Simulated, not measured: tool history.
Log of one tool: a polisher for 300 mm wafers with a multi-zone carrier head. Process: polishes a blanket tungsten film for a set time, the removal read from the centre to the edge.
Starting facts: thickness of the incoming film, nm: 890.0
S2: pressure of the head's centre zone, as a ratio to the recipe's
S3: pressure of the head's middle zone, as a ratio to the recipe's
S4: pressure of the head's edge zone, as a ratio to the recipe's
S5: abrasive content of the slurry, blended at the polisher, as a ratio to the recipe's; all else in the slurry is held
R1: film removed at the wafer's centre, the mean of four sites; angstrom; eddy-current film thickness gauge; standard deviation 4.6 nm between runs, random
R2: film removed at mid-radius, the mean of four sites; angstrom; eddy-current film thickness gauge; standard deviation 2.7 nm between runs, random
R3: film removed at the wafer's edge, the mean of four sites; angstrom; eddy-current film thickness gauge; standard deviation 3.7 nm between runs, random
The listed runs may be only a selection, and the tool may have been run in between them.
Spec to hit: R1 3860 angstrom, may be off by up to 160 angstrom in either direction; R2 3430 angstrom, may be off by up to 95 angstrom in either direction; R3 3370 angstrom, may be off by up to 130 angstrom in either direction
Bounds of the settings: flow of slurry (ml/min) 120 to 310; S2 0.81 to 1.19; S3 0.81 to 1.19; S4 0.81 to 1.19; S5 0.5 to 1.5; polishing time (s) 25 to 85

{"run": 1, "hour": 0.0, "flow of slurry (ml/min)": 200, "S2": 1, "S3": 1, "S4": 1, "S5": 1, "polishing time (s)": 55, "R1": 2831.1, "R2": 2969.3, "R3": 2900.4}
{"run": 2, "hour": 8.4, "flow of slurry (ml/min)": 200, "S2": 1, "S3": 1, "S4": 1, "S5": 1, "polishing time (s)": 50, "R1": 2591.9, "R2": 2653.5, "R3": 2657}
{"run": 3, "hour": 12.7, "flow of slurry (ml/min)": 215, "S2": 1.04, "S3": 1.01, "S4": 1.02, "S5": 1.1, "polishing time (s)": 50, "R1": 2756.6, "R2": 2770.2, "R3": 2743.2}
{"run": 4, "hour": 20.9, "flow of slurry (ml/min)": 225, "S2": 1.07, "S3": 1.01, "S4": 1.03, "S5": 1.2, "polishing time (s)": 51, "R1": 3069.5, "R2": 2864.1, "R3": 2802.2}
{"run": 5, "hour": 29.2, "flow of slurry (ml/min)": 225, "S2": 1.08, "S3": 1.02, "S4": 1.05, "S5": 1.25, "polishing time (s)": 52, "R1": 3093.5, "R2": 3008, "R3": 2962.3}
{"run": 6, "hour": 37.2, "flow of slurry (ml/min)": 225, "S2": 1.08, "S3": 1.02, "S4": 1.12, "S5": 1.25, "polishing time (s)": 52, "R1": 3087.3, "R2": 2997.7, "R3": 3064.2}
{"run": 7, "hour": 45.1, "flow of slurry (ml/min)": 235, "S2": 1.1, "S3": 1.03, "S4": 1.13, "S5": 1.3, "polishing time (s)": 52, "R1": 3162.6, "R2": 3051.4, "R3": 3044.1}
{"hour": 46.3, "done": "slurry nozzle cleaned"}
{"run": 8, "hour": 46.3, "flow of slurry (ml/min)": 235, "S2": 1.12, "S3": 1.03, "S4": 1.13, "S5": 1.35, "polishing time (s)": 53, "R1": 3438.6, "R2": 3215.9, "R3": 3307.6}
{"run": 9, "hour": 52.6, "flow of slurry (ml/min)": 240, "S2": 1.13, "S3": 1.04, "S4": 1.12, "S5": 1.35, "polishing time (s)": 53, "R1": 3588.3, "R2": 3288.1, "R3": 3237.8}
{"run": 10, "hour": 53.4, "flow of slurry (ml/min)": 245, "S2": 1.13, "S3": 1.04, "S4": 1.13, "S5": 1.35, "polishing time (s)": 53, "R1": 3607.1, "R2": 3298.7, "R3": 3354.1}
{"run": 11, "hour": 60.7, "flow of slurry (ml/min)": 250, "S2": 1.13, "S3": 1.05, "S4": 1.12, "S5": 1.35, "polishing time (s)": 53, "R1": 3578.5, "R2": 3360.7, "R3": 3272.9}
{"run": 12, "hour": 66.5, "flow of slurry (ml/min)": 255, "S2": 1.14, "S3": 1.05, "S4": 1.12, "S5": 1.35, "polishing time (s)": 53, "R1": 3615.5, "R2": 3364, "R3": 3317.6}
{"run": 13, "hour": 74.1, "flow of slurry (ml/min)": 260, "S2": 1.15, "S3": 1.05, "S4": 1.12, "S5": 1.35, "polishing time (s)": 53, "R1": 3598.3, "R2": 3322.9, "R3": 3342.7}
{"run": 14, "hour": 79.2, "flow of slurry (ml/min)": 260, "S2": 1.15, "S3": 1.05, "S4": 1.12, "S5": 1.35, "polishing time (s)": 53, "R1": 3683.9, "R2": 3408.7, "R3": 3311.8}
{"run": 15, "hour": 88.0, "flow of slurry (ml/min)": 260, "S2": 1.16, "S3": 1.05, "S4": 1.12, "S5": 1.35, "polishing time (s)": 53, "R1": 3572.4, "R2": 3346.5, "R3": 3362.6}

Of the 5 settings listed for the next run, only one would bring every result within its allowed miss of target. Which one?
{"run": "A", "hour": 96.8, "flow of slurry (ml/min)": 255, "S2": 1.12, "S3": 1.01, "S4": 1.14, "S5": 1.5, "polishing time (s)": 51, "R1": "?", "R2": "?", "R3": "?"}
{"run": "B", "hour": 96.8, "flow of slurry (ml/min)": 280, "S2": 1.19, "S3": 0.97, "S4": 1.14, "S5": 1.15, "polishing time (s)": 56, "R1": "?", "R2": "?", "R3": "?"}
{"run": "C", "hour": 96.8, "flow of slurry (ml/min)": 265, "S2": 1.09, "S3": 1.11, "S4": 1.13, "S5": 1.15, "polishing time (s)": 55, "R1": "?", "R2": "?", "R3": "?"}
{"run": "D", "hour": 96.8, "flow of slurry (ml/min)": 220, "S2": 1.19, "S3": 0.95, "S4": 1.17, "S5": 1.5, "polishing time (s)": 53, "R1": "?", "R2": "?", "R3": "?"}
{"run": "E", "hour": 96.8, "flow of slurry (ml/min)": 275, "S2": 1.13, "S3": 1, "S4": 1.01, "S5": 1.25, "polishing time (s)": 57, "R1": "?", "R2": "?", "R3": "?"}

move=A R1=3393.8 R2=3216.8 R3=3218.7
move=B R1=3813.4 R2=3282.9 R3=3394.1
move=C R1=3411.3 R2=3597.7 R3=3300.9
move=D R1=3680.6 R2=3123.1 R3=3345.2
move=E R1=3732.4 R2=3474.5 R3=3325.8
A: moves away from the targets compared with the last run
B: the worst result of the last run now meets its target, but another is out of spec
C: moves away from the targets compared with the last run
D: moves away from the targets compared with the last run
E: all results in spec
The right move is E.

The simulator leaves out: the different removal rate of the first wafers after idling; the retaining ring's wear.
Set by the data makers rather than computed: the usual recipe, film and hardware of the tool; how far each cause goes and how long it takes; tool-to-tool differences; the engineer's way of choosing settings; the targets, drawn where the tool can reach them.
